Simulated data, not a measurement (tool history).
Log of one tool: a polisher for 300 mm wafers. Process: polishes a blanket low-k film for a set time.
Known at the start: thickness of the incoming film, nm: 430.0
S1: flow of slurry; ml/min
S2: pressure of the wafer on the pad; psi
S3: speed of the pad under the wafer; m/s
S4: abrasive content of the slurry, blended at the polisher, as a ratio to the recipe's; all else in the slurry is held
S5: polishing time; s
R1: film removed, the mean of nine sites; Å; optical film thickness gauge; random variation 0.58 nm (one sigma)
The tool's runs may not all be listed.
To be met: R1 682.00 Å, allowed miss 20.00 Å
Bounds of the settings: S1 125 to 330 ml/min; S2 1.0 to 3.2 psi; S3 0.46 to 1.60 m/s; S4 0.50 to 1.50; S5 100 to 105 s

| run | day | S1 | S2 | S3 | S4 | S5 | R1 |
|---|---|---|---|---|---|---|---|
| 1 | 0.000 | 210 | 2.1 | 1.02 | 1.00 | 100 | 387.53 |
| 2 | 0.112 | 215 | 2.4 | 1.02 | 1.00 | 100 | 439.01 |
| 3 | 0.350 | 215 | 2.4 | 1.02 | 1.00 | 105 | 454.47 |
| 4 | 0.579 | 215 | 2.4 | 1.02 | 0.80 | 105 | 417.40 |
|  | 0.746 | head pressure recalibrated |
| 5 | 0.746 | 215 | 2.4 | 1.02 | 1.00 | 105 | 481.26 |
| 6 | 0.771 | 220 | 2.6 | 1.02 | 1.00 | 105 | 519.88 |
| 7 | 1.138 | 230 | 2.7 | 1.02 | 1.00 | 105 | 544.40 |
| 8 | 1.508 | 235 | 2.8 | 1.02 | 1.00 | 105 | 564.57 |
| 9 | 1.829 | 235 | 2.9 | 1.02 | 1.00 | 105 | 579.11 |

4 next moves are on the table. One of them brings every result within its allowed miss. Which?
| A | 2.150 | 305 | 3.2 | 1.12 | 1.10 | 105 | ? |
| B | 2.150 | 295 | 3.1 | 0.78 | 0.90 | 102 | ? |
| C | 2.150 | 210 | 2.9 | 1.04 | 0.75 | 100 | ? |
| D | 2.150 | 330 | 3.1 | 1.14 | 0.90 | 105 | ? |

| move | R1 |
|---|---|
| A | 742.09 |
| B | 480.06 |
| C | 493.17 |
| D | 676.07 |
A: takes the result that was furthest off past its target
B: further off than the last run
C: further off than the last run
D: meets every target
Move D is the one to make.
